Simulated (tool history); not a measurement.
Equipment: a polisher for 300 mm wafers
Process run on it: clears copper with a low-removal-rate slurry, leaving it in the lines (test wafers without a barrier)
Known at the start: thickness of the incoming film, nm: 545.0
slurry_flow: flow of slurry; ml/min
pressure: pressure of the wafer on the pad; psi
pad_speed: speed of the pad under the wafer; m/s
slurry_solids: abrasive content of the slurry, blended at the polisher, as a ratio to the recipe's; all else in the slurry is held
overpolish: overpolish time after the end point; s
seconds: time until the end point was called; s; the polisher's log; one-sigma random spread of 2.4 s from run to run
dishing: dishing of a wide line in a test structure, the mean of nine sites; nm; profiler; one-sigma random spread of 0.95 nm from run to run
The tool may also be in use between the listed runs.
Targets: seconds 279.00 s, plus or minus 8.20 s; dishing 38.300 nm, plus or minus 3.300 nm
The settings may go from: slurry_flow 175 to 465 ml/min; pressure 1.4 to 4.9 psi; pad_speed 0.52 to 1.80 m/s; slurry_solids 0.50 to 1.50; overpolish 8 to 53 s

| run | hour | slurry_flow | pressure | pad_speed | slurry_solids | overpolish | seconds | dishing |
|---|---|---|---|---|---|---|---|---|
| 1 | 0.0 | 295 | 3.1 | 1.16 | 1.00 | 27 | 145.93 | 51.462 |
| 2 | 5.1 | 295 | 3.1 | 1.16 | 1.10 | 27 | 143.42 | 52.974 |
| 3 | 7.8 | 365 | 3.1 | 1.16 | 1.10 | 27 | 137.36 | 53.611 |
| 4 | 14.2 | 365 | 3.1 | 1.16 | 1.10 | 21 | 140.93 | 47.604 |
| 5 | 19.0 | 355 | 2.7 | 1.12 | 1.10 | 24 | 165.98 | 45.813 |
| 6 | 19.9 | 320 | 2.7 | 1.12 | 1.10 | 24 | 169.60 | 46.411 |
| 7 | 27.8 | 310 | 2.4 | 1.12 | 1.10 | 24 | 188.90 | 39.750 |
| 8 | 30.5 | 305 | 2.2 | 1.10 | 1.10 | 27 | 205.02 | 39.659 |
| 9 | 39.1 | 300 | 1.4 | 1.04 | 1.10 | 38 | 336.32 | 34.743 |
| 10 | 43.5 | 315 | 1.9 | 1.04 | 1.10 | 36 | 248.49 | 43.234 |
| 11 | 48.1 | 305 | 1.9 | 1.04 | 1.10 | 36 | 254.04 | 43.118 |
| 12 | 54.1 | 300 | 1.8 | 1.04 | 1.10 | 35 | 262.61 | 40.016 |

Next run, 4 choices. One meets every target within its allowed miss, the rest don't. Which?
| A | 60.1 | 300 | 1.6 | 1.10 | 1.20 | 34 | ? | ? |
| B | 60.1 | 320 | 2.0 | 0.98 | 1.05 | 37 | ? | ? |
| C | 60.1 | 260 | 2.4 | 0.76 | 0.80 | 43 | ? | ? |
| D | 60.1 | 325 | 1.9 | 1.06 | 1.15 | 28 | ? | ? |

| move | seconds | dishing |
|---|---|---|
| A | 277.58 | 37.910 |
| B | 256.90 | 43.040 |
| C | 297.88 | 43.758 |
| D | 244.89 | 36.655 |
A: all results land within tolerance of their targets
B: misses by more than the last run did
C: pushes the last run's worst result past its target
D: misses by more than the last run did
Answer: A

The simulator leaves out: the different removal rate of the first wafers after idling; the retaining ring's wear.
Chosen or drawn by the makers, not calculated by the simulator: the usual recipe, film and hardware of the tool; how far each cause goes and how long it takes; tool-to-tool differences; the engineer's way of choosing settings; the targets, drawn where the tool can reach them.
